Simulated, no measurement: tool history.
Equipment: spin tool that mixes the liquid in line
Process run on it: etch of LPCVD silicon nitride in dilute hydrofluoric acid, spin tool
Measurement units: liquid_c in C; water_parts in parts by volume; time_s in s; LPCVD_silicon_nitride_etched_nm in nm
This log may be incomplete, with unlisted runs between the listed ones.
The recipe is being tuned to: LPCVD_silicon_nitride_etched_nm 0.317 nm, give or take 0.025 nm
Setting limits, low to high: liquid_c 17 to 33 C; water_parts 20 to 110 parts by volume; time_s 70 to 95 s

run    day  liquid_c  water_parts  time_s  LPCVD_silicon_nitride_etched_nm
  1      0        25           60      95                          0.81478
  2  0.188      27.5           60      95                          0.98623
  3  0.279        26           65      95                          0.80579
  4  0.592        26           65      95                           0.7832
  5  0.821        25           70      95                          0.69429
  6  1.029        24           75      95                           0.5953
  7  1.212        23           75      95                          0.59054
  8  1.579        23           75      95                          0.54439
  9  1.888        22           75      95                          0.53428
 10  1.958      21.5           80      95                          0.48112
 11  2.233        21           80      95                          0.48014
 12    2.5        21           80      95                          0.46425
 13  2.575      20.5           80      95                          0.45169
 14  2.838        20           80      95                          0.42547

Which single option among these 4 for the next run brings every result within its allowed miss of target? Just one does.
  A  3.1      18.5           90      85                                ?
  B  3.1      19.5           95      70                                ?
  C  3.1        19           90      70                                ?
  D  3.1        18          100      85                                ?

move  LPCVD_silicon_nitride_etched_nm
   A                          0.31073
   B                          0.26007
   C                          0.26489
   D                          0.27096
A: every result within its allowed miss
B: takes the result that was furthest off past its target
C: takes the result that was furthest off past its target
D: takes the result that was furthest off past its target
So the answer is move A, the one that meets all the targets.

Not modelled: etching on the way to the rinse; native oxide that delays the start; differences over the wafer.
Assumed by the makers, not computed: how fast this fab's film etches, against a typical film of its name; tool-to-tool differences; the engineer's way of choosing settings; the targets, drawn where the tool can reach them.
